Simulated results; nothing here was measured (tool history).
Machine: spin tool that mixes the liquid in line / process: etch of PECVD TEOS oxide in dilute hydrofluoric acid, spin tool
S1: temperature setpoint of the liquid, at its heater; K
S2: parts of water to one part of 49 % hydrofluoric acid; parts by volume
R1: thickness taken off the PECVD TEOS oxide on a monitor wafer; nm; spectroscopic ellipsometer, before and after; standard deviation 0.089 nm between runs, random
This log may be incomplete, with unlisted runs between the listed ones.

run 1 day=0 | S1=296.15 S2=175 time_under_the_liquid_(s)=50 | R1=6.5771
run 2 day=0.175 | S1=299.65 S2=175 time_under_the_liquid_(s)=50 | R1=7.4374
run 3 day=0.425 | S1=297.65 S2=175 time_under_the_liquid_(s)=50 | R1=6.917
run 4 day=0.45 | S1=297.65 S2=175 time_under_the_liquid_(s)=50 | R1=6.8925
run 5 day=0.683 | S1=299.65 S2=170 time_under_the_liquid_(s)=50 | R1=7.653
run 6 day=0.804 | S1=299.65 S2=115 time_under_the_liquid_(s)=50 | R1=12.108
run 7 day=0.967 | S1=297.15 S2=115 time_under_the_liquid_(s)=50 | R1=11.108
run 8 day=1.129 | S1=295.15 S2=115 time_under_the_liquid_(s)=50 | R1=10.314

What does the tool deliver on the next run?
run 9 day=1.304 | S1=294.15 S2=115 time_under_the_liquid_(s)=50 | R1=?

R1: 9.7655 nm
